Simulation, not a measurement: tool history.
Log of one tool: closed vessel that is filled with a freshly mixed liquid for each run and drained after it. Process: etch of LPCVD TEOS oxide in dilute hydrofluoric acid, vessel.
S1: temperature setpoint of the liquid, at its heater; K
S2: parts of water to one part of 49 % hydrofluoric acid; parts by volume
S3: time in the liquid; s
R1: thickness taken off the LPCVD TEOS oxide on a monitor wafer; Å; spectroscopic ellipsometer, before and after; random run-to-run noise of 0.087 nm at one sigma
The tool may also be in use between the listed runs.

run 1 hour=0.0 | S1=298.15 S2=140 S3=30 | R1=48.946
run 2 hour=4.2 | S1=295.65 S2=140 S3=30 | R1=44.374
run 3 hour=8.3 | S1=298.15 S2=125 S3=30 | R1=55.787
run 4 hour=16.9 | S1=300.15 S2=115 S3=30 | R1=66.309
run 5 hour=24.3 | S1=300.15 S2=115 S3=30 | R1=67.925
run 6 hour=31.6 | S1=301.65 S2=110 S3=30 | R1=74.693
run 7 hour=36.7 | S1=305.65 S2=90 S3=30 | R1=107.980

Run 8 comes next. What will it give?
run 8 hour=40.2 | S1=305.15 S2=90 S3=30 | R1=?

For run 8 the tool returned R1 106.120 Å.
